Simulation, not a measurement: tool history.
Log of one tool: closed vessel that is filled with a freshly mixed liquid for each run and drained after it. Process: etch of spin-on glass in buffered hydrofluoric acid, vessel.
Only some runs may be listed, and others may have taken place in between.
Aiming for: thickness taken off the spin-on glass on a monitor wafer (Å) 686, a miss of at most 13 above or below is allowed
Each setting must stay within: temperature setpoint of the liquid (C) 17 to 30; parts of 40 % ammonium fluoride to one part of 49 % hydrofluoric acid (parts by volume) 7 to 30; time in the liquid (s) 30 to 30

run    day  temperature setpoint of the liquid (C)  parts of 40 % ammonium fluoride to one part of 49 % hydrofluoric acid (parts by volume)  time in the liquid (s)  thickness taken off the spin-on glass on a monitor wafer (Å)
  1      0                                      22                                                                                       20                      30                                                        585.17
  2  0.075                                      22                                                                                     16.5                      30                                                        708.59
  3  0.246                                      22                                                                                     16.5                      30                                                        707.81
  4  0.546                                    20.5                                                                                     16.5                      30                                                        650.13
  5  0.912                                      19                                                                                     16.5                      30                                                        592.68
  6  0.954                                      19                                                                                     21.5                      30                                                        468.59
  7  1.179                                    20.5                                                                                     21.5                      30                                                        511.21
  8  1.292                                    21.5                                                                                     21.5                      30                                                        534.17
  9  1.517                                    21.5                                                                                     21.5                      30                                                        535.92
 10  1.783                                    22.5                                                                                     21.5                      30                                                        567.43
 11  1.938                                    26.5                                                                                     21.5                      30                                                        713.15

Pick the move, out of 4, that brings all results within their allowed miss; only one does.
  A  2.092                                    28.5                                                                                     26.5                      30                                                             ?
  B  2.092                                    27.5                                                                                     21.5                      30                                                             ?
  C  2.092                                    26.5                                                                                     20.5                      30                                                             ?
  D  2.092                                      26                                                                                       20                      30                                                             ?

move  thickness taken off the spin-on glass on a monitor wafer (Å)
   A                                                        675.87
   B                                                        739.27
   C                                                        723.84
   D                                                         716.6
A: every result within its allowed miss
B: the biggest miss grows against the last run
C: the biggest miss grows against the last run
D: the biggest miss grows against the last run
The move that meets every target is A.
